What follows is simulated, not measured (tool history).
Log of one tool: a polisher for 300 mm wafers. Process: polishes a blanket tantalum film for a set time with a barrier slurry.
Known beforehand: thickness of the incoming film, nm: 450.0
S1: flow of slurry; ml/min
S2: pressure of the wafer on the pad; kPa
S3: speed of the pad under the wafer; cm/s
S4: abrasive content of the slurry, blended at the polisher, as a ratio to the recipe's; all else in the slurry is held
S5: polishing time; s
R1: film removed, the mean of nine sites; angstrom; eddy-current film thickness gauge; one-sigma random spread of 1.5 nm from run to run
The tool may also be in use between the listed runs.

run    day   S1    S2   S3   S4   S5      R1
  1  0.000  305  11.0  102  1.0  119  1480.1
  2  0.217  305  11.0  102  1.0  119  1484.8
  3  0.467  305  11.7  102  1.0  119  1561.4
  4  0.583  305  12.4  102  1.0  119  1629.1
  5  0.850  265  12.4  102  1.0  119  1585.5
  6  1.154  265  12.4  102  1.1  119  1678.5

Run 7, settings as shown, results not yet in. Your forecast:
  7  1.425  275  12.4  102  1.1  119   ?

{"run 7": {"R1": 1683.9}}
